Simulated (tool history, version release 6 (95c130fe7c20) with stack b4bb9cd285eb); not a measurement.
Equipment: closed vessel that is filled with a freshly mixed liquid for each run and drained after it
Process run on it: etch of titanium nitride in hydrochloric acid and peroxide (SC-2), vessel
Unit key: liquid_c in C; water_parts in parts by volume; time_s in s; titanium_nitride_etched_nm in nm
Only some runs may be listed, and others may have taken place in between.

| run | hour | liquid_c | water_parts | time_s | titanium_nitride_etched_nm |
|---|---|---|---|---|---|
| 1 | 0 | 49 | 5.5 | 635 | 34.675 |
| 2 | 8.2 | 49 | 5.5 | 675 | 37.005 |
| 3 | 9.3 | 47 | 5.5 | 675 | 32.195 |
| 4 | 14.7 | 45.5 | 5.5 | 675 | 29.038 |
| 5 | 16.6 | 52 | 5.5 | 675 | 44.846 |
| 6 | 23.7 | 52 | 5.5 | 635 | 42.487 |
| 7 | 28.9 | 50 | 5.5 | 635 | 37.278 |
| 8 | 35.6 | 42 | 5.5 | 635 | 21.565 |

Expected results for the next run?
| 9 | 40.7 | 41.5 | 5.5 | 635 | ? |

Logged for run 9: titanium_nitride_etched_nm 20.773 nm.
